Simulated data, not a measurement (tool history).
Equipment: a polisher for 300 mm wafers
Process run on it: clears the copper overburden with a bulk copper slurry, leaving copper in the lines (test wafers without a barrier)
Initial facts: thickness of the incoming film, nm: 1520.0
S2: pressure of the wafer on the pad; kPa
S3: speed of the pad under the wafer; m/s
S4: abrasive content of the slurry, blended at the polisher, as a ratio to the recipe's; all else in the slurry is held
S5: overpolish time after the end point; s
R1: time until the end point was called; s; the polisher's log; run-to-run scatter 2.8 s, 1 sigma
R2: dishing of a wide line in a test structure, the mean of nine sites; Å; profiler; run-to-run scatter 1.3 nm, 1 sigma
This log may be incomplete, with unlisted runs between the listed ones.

Run 1, hour 0.0: flow of slurry (ml/min) 125, S2 24.1 kPa, S3 1.00 m/s, S4 1.0, S5 16 s. Result: R1 141.24 s, R2 951.37 Å.
Run 2, hour 7.9: flow of slurry (ml/min) 125, S2 24.1 kPa, S3 0.92 m/s, S4 1.0, S5 16 s. Result: R1 150.97 s, R2 936.18 Å.
Run 3, hour 15.6: flow of slurry (ml/min) 125, S2 22.8 kPa, S3 0.90 m/s, S4 1.0, S5 18 s. Result: R1 165.87 s, R2 977.02 Å.
Run 4, hour 21.3: flow of slurry (ml/min) 125, S2 22.8 kPa, S3 1.06 m/s, S4 1.0, S5 18 s. Result: R1 144.02 s, R2 1069.20 Å.
Run 5, hour 22.7: flow of slurry (ml/min) 155, S2 22.8 kPa, S3 1.06 m/s, S4 1.0, S5 18 s. Result: R1 135.92 s, R2 1051.80 Å.
Run 6, hour 30.7: flow of slurry (ml/min) 155, S2 20.7 kPa, S3 1.06 m/s, S4 1.0, S5 18 s. Result: R1 149.08 s, R2 996.22 Å.
At hour 38.2: worn pad replaced by a new one.
Run 7, hour 38.2: flow of slurry (ml/min) 150, S2 18.6 kPa, S3 1.06 m/s, S4 1.0, S5 19 s. Result: R1 157.93 s, R2 1024.70 Å.
Run 8, hour 44.7: flow of slurry (ml/min) 145, S2 17.2 kPa, S3 1.04 m/s, S4 1.0, S5 20 s. Result: R1 172.02 s, R2 959.06 Å.
Run 9, hour 51.5: flow of slurry (ml/min) 140, S2 15.9 kPa, S3 1.02 m/s, S4 1.0, S5 21 s. Result: R1 185.86 s, R2 938.92 Å.

What will run 10 give?
Run 10, hour 58.3: flow of slurry (ml/min) 135, S2 15.2 kPa, S3 1.02 m/s, S4 1.0, S5 22 s. Result: R1 ?, R2 ?.

{"run 10": {"R1": 196.61, "R2": 929.49}}
